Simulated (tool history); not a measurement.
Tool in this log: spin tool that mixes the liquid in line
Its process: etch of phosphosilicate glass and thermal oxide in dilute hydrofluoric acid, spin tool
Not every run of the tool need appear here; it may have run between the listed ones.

run    day  temperature setpoint of the liquid (°C)  parts of water to one part of 49 % hydrofluoric acid (parts by volume)  time under the liquid (s)  thickness taken off the phosphosilicate glass on a monitor wafer (angstrom)  thickness taken off the thermal oxide on a monitor wafer (angstrom)
  1      0                                       23                                                                     170                         45                                                                       345.24                                                               10.922
  2  0.038                                       23                                                                     170                         55                                                                       425.19                                                               14.617
  3  0.112                                     26.5                                                                     170                         55                                                                       481.08                                                               15.987
  4  0.175                                       27                                                                     145                         55                                                                       591.52                                                               20.337
  5  0.412                                       27                                                                      85                         55                                                                       1094.3                                                               36.648
  6  0.554                                     27.5                                                                      80                         55                                                                       1192.1                                                               42.008
  7  0.754                                       28                                                                      80                         55                                                                         1219                                                               40.128
  8  1.083                                     28.5                                                                      80                         55                                                                       1232.5                                                               41.858

The next listed run, before its measurement:
  9  1.133                                       29                                                                      80                         55                                                                            ?                                                                    ?

thickness taken off the phosphosilicate glass on a monitor wafer (angstrom): 1261.8
thickness taken off the thermal oxide on a monitor wafer (angstrom): 41.959
